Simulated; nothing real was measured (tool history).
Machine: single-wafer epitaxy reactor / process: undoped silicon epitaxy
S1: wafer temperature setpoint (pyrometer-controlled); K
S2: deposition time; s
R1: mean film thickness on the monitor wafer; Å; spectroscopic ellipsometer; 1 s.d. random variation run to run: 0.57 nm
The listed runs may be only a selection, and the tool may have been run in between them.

run    day      S1   S2      R1
  1  0.000  938.15  561  1395.5
  2  0.329  946.15  561  1658.6
  3  0.600  941.15  560  1497.0
  4  0.792  937.15  559  1356.9
  5  0.892  943.15  559  1555.9
  6  0.958  943.15  510  1404.2
  7  1.129  940.15  509  1318.9
  8  1.475  938.15  508  1256.9
  9  1.738  936.15  508  1223.1

For run 10, what comes out?
 10  1.896  936.15  508   ?

{"run 10": {"R1": 1194.1}}

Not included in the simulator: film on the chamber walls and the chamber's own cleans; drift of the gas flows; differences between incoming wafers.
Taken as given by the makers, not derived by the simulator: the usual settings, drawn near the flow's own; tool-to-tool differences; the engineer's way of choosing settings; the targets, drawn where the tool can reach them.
